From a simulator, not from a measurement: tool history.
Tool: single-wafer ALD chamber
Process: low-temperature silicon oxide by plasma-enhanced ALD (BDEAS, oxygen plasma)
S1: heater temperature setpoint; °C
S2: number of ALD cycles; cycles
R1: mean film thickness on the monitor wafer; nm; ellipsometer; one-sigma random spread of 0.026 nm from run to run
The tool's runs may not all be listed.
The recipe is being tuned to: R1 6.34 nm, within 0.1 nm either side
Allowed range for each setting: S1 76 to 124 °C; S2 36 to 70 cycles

run,hour,S1,S2,R1
1,0,100,53,7.3983
2,2.9,100,48,6.6765
3,5.8,100,41,5.6382
4,10.8,106,41,5.6149
5,12.1,105,42,5.7467
6,12.6,114,42,5.6164
7,18.8,111,43,5.8263
8,21,110,44,6.0091
9,29.8,110,45,6.0606
10,37.6,109,45,6.0983
# hour 42.5: thermocouple changed; heater temperature recalibrated
11,42.5,108,45,6.1297
12,49.9,107,45,6.0972
13,57.1,106,45,6.1008
14,63.7,105,45,6.1055

Exactly one of the 5 candidate moves below puts every result within its allowed miss. Which one?
A,70.3,104,43,?
B,70.3,106,45,?
C,70.3,109,47,?
D,70.3,102,45,?
E,70.3,110,43,?

move,R1
A,5.8714
B,6.1215
C,6.3577
D,6.1674
E,5.8057
A: lands further from the targets than the last run did
B: better than the last run, though not everything is in spec
C: each result inside its tolerance
D: better than the last run, though not everything is in spec
E: lands further from the targets than the last run did
C meets every target.
